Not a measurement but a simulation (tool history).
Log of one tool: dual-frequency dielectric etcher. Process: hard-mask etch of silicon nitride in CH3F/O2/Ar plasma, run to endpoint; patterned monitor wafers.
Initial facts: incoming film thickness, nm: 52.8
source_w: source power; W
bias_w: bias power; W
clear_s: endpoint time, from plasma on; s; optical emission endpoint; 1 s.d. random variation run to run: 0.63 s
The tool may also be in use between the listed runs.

run,day,source_w,bias_w,clear_s
1,0.000,360,57,80.162
2,0.104,340,56,81.742
3,0.425,310,56,84.947
4,0.625,370,56,79.578
5,0.796,350,55,82.735
6,1.042,350,47,86.247
7,1.158,340,46,88.199

Run 8 is up next; what results do you expect?
8,1.283,330,46,?

{"run 8": {"clear_s": 89.211}}
